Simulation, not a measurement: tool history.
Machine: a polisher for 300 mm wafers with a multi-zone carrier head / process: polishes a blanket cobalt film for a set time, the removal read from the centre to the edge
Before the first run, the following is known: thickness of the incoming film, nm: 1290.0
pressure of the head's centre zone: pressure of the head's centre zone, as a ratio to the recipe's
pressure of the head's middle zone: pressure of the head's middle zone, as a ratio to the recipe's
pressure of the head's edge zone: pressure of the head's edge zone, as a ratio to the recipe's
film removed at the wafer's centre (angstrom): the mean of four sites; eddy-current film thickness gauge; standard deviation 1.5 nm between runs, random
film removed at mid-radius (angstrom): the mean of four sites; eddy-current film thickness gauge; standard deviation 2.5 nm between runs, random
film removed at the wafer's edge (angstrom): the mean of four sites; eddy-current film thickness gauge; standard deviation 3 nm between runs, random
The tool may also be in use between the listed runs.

run    day  flow of slurry (ml/min)  pressure of the head's centre zone  pressure of the head's middle zone  pressure of the head's edge zone  polishing time (s)  film removed at the wafer's centre (angstrom)  film removed at mid-radius (angstrom)  film removed at the wafer's edge (angstrom)
  1  0.000                      145                                1.00                                1.00                              1.00                  45                                         2588.0                                 2555.0                                       2648.0
  2  0.304                      140                                0.99                                0.99                              0.99                  45                                         2565.3                                 2529.0                                       2640.0
  3  0.571                      125                                0.99                                0.99                              0.99                  45                                         2492.6                                 2475.8                                       2505.6
  4  0.625                      125                                1.07                                0.99                              0.99                  45                                         2718.7                                 2423.4                                       2589.6
  5  0.792                      120                                1.05                                0.98                              1.00                  45                                         2614.4                                 2419.1                                       2590.0
  6  1.042                      115                                1.04                                0.97                              1.00                  45                                         2548.0                                 2362.7                                       2543.7
  7  1.079                      110                                1.03                                0.96                              1.00                  45                                         2477.0                                 2319.5                                       2548.0

What does the tool deliver on the next run?
  8  1.350                       90                                0.93                                0.96                              0.92                  43                                              ?                                      ?                                            ?

{"run 8": {"film removed at the wafer's centre (angstrom)": 1991.8, "film removed at mid-radius (angstrom)": 2088.3, "film removed at the wafer's edge (angstrom)": 2271.3}}
